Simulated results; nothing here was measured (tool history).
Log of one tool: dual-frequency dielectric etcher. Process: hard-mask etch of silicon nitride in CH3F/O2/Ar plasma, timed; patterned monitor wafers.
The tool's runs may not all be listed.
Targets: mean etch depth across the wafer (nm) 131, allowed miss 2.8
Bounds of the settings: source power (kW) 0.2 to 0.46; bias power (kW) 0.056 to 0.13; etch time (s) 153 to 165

| run | hour | source power (kW) | bias power (kW) | etch time (s) | mean etch depth across the wafer (nm) |
|---|---|---|---|---|---|
| 1 | 0 | 0.33 | 0.093 | 165 | 118.73 |
| 2 | 3.1 | 0.33 | 0.093 | 165 | 118.33 |
| 3 | 9.9 | 0.33 | 0.093 | 153 | 109.46 |
| 4 | 12.9 | 0.3 | 0.093 | 153 | 106.6 |
| 5 | 19.8 | 0.32 | 0.094 | 153 | 108.39 |
| 6 | 23 | 0.32 | 0.094 | 165 | 117.82 |
| 7 | 28.8 | 0.33 | 0.095 | 165 | 120 |
| 8 | 32.8 | 0.34 | 0.095 | 165 | 121.88 |
| 9 | 34.5 | 0.35 | 0.095 | 165 | 121.85 |
| 10 | 42.9 | 0.36 | 0.095 | 165 | 123.64 |
| 11 | 49 | 0.37 | 0.095 | 165 | 124.15 |
| 12 | 50.1 | 0.38 | 0.095 | 165 | 124.67 |
| 13 | 58.4 | 0.39 | 0.095 | 165 | 126.31 |

Which of these 4 next moves meets every target?
| A | 66.7 | 0.4 | 0.094 | 157 | ? |
| B | 66.7 | 0.37 | 0.114 | 162 | ? |
| C | 66.7 | 0.37 | 0.09 | 160 | ? |
| D | 66.7 | 0.38 | 0.093 | 164 | ? |

| move | mean etch depth across the wafer (nm) |
|---|---|
| A | 120 |
| B | 130.47 |
| C | 117.28 |
| D | 122.8 |
A: further off than the last run
B: meets every target
C: further off than the last run
D: further off than the last run
Answer: B
